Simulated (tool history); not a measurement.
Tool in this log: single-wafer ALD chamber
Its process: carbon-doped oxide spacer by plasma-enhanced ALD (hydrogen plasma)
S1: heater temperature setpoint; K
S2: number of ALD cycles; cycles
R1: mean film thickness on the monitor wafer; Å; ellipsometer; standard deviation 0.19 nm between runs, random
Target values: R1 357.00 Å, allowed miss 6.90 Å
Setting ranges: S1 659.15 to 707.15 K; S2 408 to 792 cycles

run	hour	S1	S2	R1
1	0.0	683.15	600	292.88
2	6.6	683.15	564	274.99
3	7.8	676.15	564	281.57
4	13.1	667.15	564	282.27
5	18.1	666.15	611	306.99
6	18.9	666.15	658	332.32
7	27.6	666.15	672	336.48
8	28.1	666.15	684	345.39

Which one of the following 5 next-run settings gets every result inside its allowed miss? There is exactly one.
A	28.6	665.15	705	?
B	28.6	663.15	675	?
C	28.6	659.15	685	?
D	28.6	664.15	685	?
E	28.6	671.15	663	?

move	R1
A	353.98
B	338.91
C	343.93
D	343.93
E	332.89
A: hits every target within its allowed miss
B: lands further from the targets than the last run did
C: lands further from the targets than the last run did
D: lands further from the targets than the last run did
E: lands further from the targets than the last run did
The right move is A.
